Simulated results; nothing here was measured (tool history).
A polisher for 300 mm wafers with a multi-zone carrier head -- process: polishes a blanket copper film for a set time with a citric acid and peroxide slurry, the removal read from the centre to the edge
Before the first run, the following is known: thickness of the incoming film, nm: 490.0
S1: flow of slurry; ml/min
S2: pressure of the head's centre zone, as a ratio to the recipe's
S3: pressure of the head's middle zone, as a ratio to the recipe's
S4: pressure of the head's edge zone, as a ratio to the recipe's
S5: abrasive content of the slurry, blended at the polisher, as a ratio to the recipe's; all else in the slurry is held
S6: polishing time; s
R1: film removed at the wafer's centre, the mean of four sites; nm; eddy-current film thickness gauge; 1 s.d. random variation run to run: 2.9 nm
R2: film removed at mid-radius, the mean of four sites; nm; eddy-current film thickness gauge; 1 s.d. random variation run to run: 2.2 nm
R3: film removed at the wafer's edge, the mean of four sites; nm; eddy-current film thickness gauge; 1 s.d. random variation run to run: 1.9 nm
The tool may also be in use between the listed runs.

run 1 hour=0 | S1=320 S2=1 S3=1 S4=1 S5=1 S6=66 | R1=150.07 R2=156.57 R3=150.75
run 2 hour=5 | S1=320 S2=1 S3=0.95 S4=1 S5=1 S6=66 | R1=150.51 R2=148.71 R3=151.9
run 3 hour=13.8 | S1=320 S2=1.02 S3=0.96 S4=1.02 S5=1.1 S6=67 | R1=157.54 R2=155.3 R3=153.75
run 4 hour=14.5 | S1=320 S2=1.02 S3=0.95 S4=1.03 S5=1.15 S6=70 | R1=168.22 R2=162.34 R3=163.4
run 5 hour=16.2 | S1=320 S2=1.02 S3=0.95 S4=1.04 S5=1.2 S6=72 | R1=171.08 R2=166.93 R3=169.47
run 6 hour=24.8 | S1=260 S2=1.02 S3=0.95 S4=1.04 S5=1.2 S6=72 | R1=171.69 R2=165.94 R3=168.09
run 7 hour=29.6 | S1=260 S2=1.02 S3=0.95 S4=1.05 S5=1.25 S6=74 | R1=175.87 R2=165.97 R3=175.8

For run 8, what comes out?
run 8 hour=34.3 | S1=265 S2=1.03 S3=0.97 S4=1.06 S5=1.3 S6=75 | R1=? R2=? R3=?

{"run 8": {"R1": 179.93, "R2": 176.81, "R3": 179.66}}

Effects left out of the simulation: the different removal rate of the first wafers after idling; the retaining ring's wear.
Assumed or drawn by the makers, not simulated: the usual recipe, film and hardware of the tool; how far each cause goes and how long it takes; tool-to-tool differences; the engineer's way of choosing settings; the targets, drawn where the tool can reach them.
